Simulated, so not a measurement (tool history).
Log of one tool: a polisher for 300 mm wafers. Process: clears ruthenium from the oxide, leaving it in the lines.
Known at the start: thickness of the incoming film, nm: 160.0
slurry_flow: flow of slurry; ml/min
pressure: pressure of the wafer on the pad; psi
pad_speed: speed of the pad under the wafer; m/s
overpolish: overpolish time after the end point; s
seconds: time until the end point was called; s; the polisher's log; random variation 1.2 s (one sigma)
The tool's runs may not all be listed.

run	day	slurry_flow	pressure	pad_speed	overpolish	seconds
1	0.000	295	2.0	1.06	5	122.950
2	0.104	295	2.2	1.08	5	110.550
3	0.367	295	1.9	1.08	5	125.160
4	0.475	295	1.9	0.96	5	139.370
5	0.783	295	2.1	1.00	5	127.290
6	1.104	265	2.1	1.00	5	124.950
7	1.338	265	2.3	1.04	5	111.340
8	1.596	265	2.5	1.06	5	96.156
9	1.904	265	2.6	1.06	5	92.821

Forecast run 10:
10	1.971	265	2.7	1.06	5	?

seconds: 90.891 s
